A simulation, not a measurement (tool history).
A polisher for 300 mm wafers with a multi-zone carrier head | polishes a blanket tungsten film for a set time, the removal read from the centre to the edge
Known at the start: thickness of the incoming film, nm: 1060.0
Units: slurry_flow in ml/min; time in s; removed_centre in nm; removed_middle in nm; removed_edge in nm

Run 1, hour 0.0: slurry_flow 285 ml/min, centre_zone 1.00, middle_zone 1.00, edge_zone 1.00, slurry_solids 1.00, time 60 s. Result: removed_centre 247.35 nm, removed_middle 248.76 nm, removed_edge 244.18 nm.
Run 2, hour 7.7: slurry_flow 285 ml/min, centre_zone 1.00, middle_zone 1.00, edge_zone 1.04, slurry_solids 1.00, time 60 s. Result: removed_centre 247.08 nm, removed_middle 251.25 nm, removed_edge 249.33 nm.
Run 3, hour 14.9: slurry_flow 335 ml/min, centre_zone 1.00, middle_zone 1.00, edge_zone 1.04, slurry_solids 1.00, time 60 s. Result: removed_centre 259.95 nm, removed_middle 257.11 nm, removed_edge 250.53 nm.
Run 4, hour 21.5: slurry_flow 335 ml/min, centre_zone 1.00, middle_zone 1.00, edge_zone 0.95, slurry_solids 1.00, time 60 s. Result: removed_centre 253.41 nm, removed_middle 256.40 nm, removed_edge 238.62 nm.
Run 5, hour 25.0: slurry_flow 330 ml/min, centre_zone 0.95, middle_zone 0.99, edge_zone 0.92, slurry_solids 0.85, time 54 s. Result: removed_centre 210.34 nm, removed_middle 220.49 nm, removed_edge 204.04 nm.
Run 6, hour 30.9: slurry_flow 280 ml/min, centre_zone 0.95, middle_zone 0.99, edge_zone 0.92, slurry_solids 0.85, time 54 s. Result: removed_centre 206.37 nm, removed_middle 218.50 nm, removed_edge 201.18 nm.
Run 7, hour 33.6: slurry_flow 255 ml/min, centre_zone 0.91, middle_zone 0.99, edge_zone 0.92, slurry_solids 0.75, time 50 s. Result: removed_centre 174.60 nm, removed_middle 194.51 nm, removed_edge 182.69 nm.
Run 8, hour 37.4: slurry_flow 270 ml/min, centre_zone 0.83, middle_zone 1.00, edge_zone 0.82, slurry_solids 0.50, time 36 s. Result: removed_centre 108.80 nm, removed_middle 131.56 nm, removed_edge 115.10 nm.

The next listed run, before its measurement:
Run 9, hour 39.5: slurry_flow 275 ml/min, centre_zone 0.85, middle_zone 1.02, edge_zone 0.87, slurry_solids 0.50, time 36 s. Result: removed_centre ?, removed_middle ?, removed_edge ?.

Run 9 gave removed_centre 111.41 nm, removed_middle 131.19 nm, removed_edge 116.45 nm.
